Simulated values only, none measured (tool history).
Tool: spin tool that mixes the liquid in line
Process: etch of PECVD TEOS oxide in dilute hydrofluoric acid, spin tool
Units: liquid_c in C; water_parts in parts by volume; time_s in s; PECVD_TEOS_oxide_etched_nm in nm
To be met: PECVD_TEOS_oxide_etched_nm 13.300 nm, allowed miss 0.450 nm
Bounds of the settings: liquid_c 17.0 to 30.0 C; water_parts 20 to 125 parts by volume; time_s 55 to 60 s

Run 1, hour 0.0: liquid_c 22.0 C, water_parts 70 parts by volume, time_s 55 s. Result: PECVD_TEOS_oxide_etched_nm 16.722 nm.
Run 2, hour 1.8: liquid_c 21.0 C, water_parts 70 parts by volume, time_s 55 s. Result: PECVD_TEOS_oxide_etched_nm 15.689 nm.
Run 3, hour 5.6: liquid_c 20.5 C, water_parts 70 parts by volume, time_s 55 s. Result: PECVD_TEOS_oxide_etched_nm 15.326 nm.
Run 4, hour 14.4: liquid_c 23.0 C, water_parts 70 parts by volume, time_s 55 s. Result: PECVD_TEOS_oxide_etched_nm 17.122 nm.
Run 5, hour 18.9: liquid_c 25.5 C, water_parts 70 parts by volume, time_s 55 s. Result: PECVD_TEOS_oxide_etched_nm 19.242 nm.
Run 6, hour 21.3: liquid_c 25.5 C, water_parts 70 parts by volume, time_s 55 s. Result: PECVD_TEOS_oxide_etched_nm 19.252 nm.
Run 7, hour 23.9: liquid_c 24.0 C, water_parts 70 parts by volume, time_s 55 s. Result: PECVD_TEOS_oxide_etched_nm 18.029 nm.
Run 8, hour 31.4: liquid_c 20.0 C, water_parts 75 parts by volume, time_s 55 s. Result: PECVD_TEOS_oxide_etched_nm 14.103 nm.
Run 9, hour 36.7: liquid_c 19.5 C, water_parts 75 parts by volume, time_s 55 s. Result: PECVD_TEOS_oxide_etched_nm 13.783 nm.

4 next moves are on the table. One of them brings every result within its allowed miss. Which?
Run A, hour 42.0: liquid_c 17.0 C, water_parts 70 parts by volume, time_s 55 s. Result: PECVD_TEOS_oxide_etched_nm ?.
Run B, hour 42.0: liquid_c 21.5 C, water_parts 90 parts by volume, time_s 55 s. Result: PECVD_TEOS_oxide_etched_nm ?.
Run C, hour 42.0: liquid_c 18.5 C, water_parts 80 parts by volume, time_s 55 s. Result: PECVD_TEOS_oxide_etched_nm ?.
Run D, hour 42.0: liquid_c 22.5 C, water_parts 100 parts by volume, time_s 60 s. Result: PECVD_TEOS_oxide_etched_nm ?.

move  PECVD_TEOS_oxide_etched_nm
   A                      13.299
   B                      12.210
   C                      12.268
   D                      12.336
A: meets every target
B: takes the result that was furthest off past its target
C: takes the result that was furthest off past its target
D: takes the result that was furthest off past its target
Answer: A
